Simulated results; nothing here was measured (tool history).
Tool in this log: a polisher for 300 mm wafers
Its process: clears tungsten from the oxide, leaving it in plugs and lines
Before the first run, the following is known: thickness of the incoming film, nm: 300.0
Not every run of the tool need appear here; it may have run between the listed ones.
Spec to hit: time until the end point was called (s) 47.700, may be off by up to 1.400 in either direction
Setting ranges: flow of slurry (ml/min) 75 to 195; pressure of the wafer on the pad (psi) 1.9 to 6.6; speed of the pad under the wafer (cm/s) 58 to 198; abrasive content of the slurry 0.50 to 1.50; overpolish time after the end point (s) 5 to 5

run    day  flow of slurry (ml/min)  pressure of the wafer on the pad (psi)  speed of the pad under the wafer (cm/s)  abrasive content of the slurry  overpolish time after the end point (s)  time until the end point was called (s)
  1  0.000                      125                                     4.2                                      128                            1.00                                        5                                   38.997
  2  0.092                      115                                     4.0                                      128                            1.00                                        5                                   40.827
  3  0.462                      115                                     4.0                                      144                            1.00                                        5                                   36.656
  4  0.708                      115                                     4.0                                      144                            1.20                                        5                                   35.286
  5  0.888                      110                                     3.6                                      144                            1.20                                        5                                   38.705
  6  0.921                      105                                     3.3                                      144                            1.20                                        5                                   42.723
  7  1.150                      100                                     3.2                                      144                            1.20                                        5                                   44.445
  8  1.204                       95                                     3.2                                      144                            1.20                                        5                                   45.071
  9  1.554                       90                                     3.2                                      144                            1.20                                        5                                   45.909

Pick the move, out of 4, that brings all results within their allowed miss; only one does.
  A  1.904                      110                                     3.2                                      144                            1.20                                        5                                        ?
  B  1.904                       95                                     3.3                                      142                            1.15                                        5                                        ?
  C  1.904                       80                                     3.6                                      122                            1.15                                        5                                        ?
  D  1.904                       90                                     3.2                                      136                            1.25                                        5                                        ?

move  time until the end point was called (s)
   A                                   43.269
   B                                   44.914
   C                                   51.041
   D                                   48.023
A: misses by more than the last run did
B: misses by more than the last run did
C: the result that was furthest off in the last run now lies on the other side of its target
D: hits every target within its allowed miss
The move that meets every target is D.

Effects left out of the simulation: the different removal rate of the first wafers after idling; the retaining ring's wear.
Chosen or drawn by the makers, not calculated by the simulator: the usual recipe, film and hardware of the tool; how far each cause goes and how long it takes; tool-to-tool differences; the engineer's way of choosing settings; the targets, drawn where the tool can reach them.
